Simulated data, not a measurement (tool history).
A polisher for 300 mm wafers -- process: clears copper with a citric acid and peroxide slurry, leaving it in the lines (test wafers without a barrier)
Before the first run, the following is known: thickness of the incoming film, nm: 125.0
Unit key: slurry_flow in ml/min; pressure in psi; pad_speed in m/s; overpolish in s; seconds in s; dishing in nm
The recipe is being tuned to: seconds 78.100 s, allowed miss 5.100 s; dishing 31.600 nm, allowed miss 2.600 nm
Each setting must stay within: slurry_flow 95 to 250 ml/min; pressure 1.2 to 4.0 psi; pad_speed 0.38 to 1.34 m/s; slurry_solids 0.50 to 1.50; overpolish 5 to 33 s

run,day,slurry_flow,pressure,pad_speed,slurry_solids,overpolish,seconds,dishing
1,0.000,160,2.6,0.86,1.00,17,78.673,19.073
2,0.196,160,2.6,0.86,1.00,20,83.188,22.377
3,0.279,160,2.7,0.86,1.00,22,80.210,25.573
4,0.642,160,2.4,0.86,1.00,22,84.887,24.496
5,0.958,135,2.4,0.86,1.00,22,88.923,23.957
6,0.988,135,2.4,0.86,0.90,22,87.778,23.330
7,1.121,135,2.5,0.86,0.90,23,86.238,24.886
8,1.408,135,2.6,0.86,0.90,24,84.941,25.583
9,1.488,135,2.7,0.88,0.90,25,80.563,27.595
10,1.579,135,2.7,0.88,0.90,26,82.584,28.843

Which one of the following 5 next-run settings gets every result inside its allowed miss? There is exactly one.
A,1.671,155,2.1,0.92,0.85,27,?,?
B,1.671,150,1.8,0.98,0.80,27,?,?
C,1.671,155,2.1,1.02,1.05,29,?,?
D,1.671,130,2.9,0.92,0.85,22,?,?
E,1.671,160,3.0,0.78,0.75,26,?,?

move,seconds,dishing
A,89.064,27.445
B,92.625,26.476
C,77.626,32.421
D,75.765,26.675
E,85.535,27.747
A: its largest miss is bigger than the last run's
B: its largest miss is bigger than the last run's
C: in spec on every target
D: its largest miss is bigger than the last run's
E: its largest miss is bigger than the last run's
Correct choice: C, which meets every target

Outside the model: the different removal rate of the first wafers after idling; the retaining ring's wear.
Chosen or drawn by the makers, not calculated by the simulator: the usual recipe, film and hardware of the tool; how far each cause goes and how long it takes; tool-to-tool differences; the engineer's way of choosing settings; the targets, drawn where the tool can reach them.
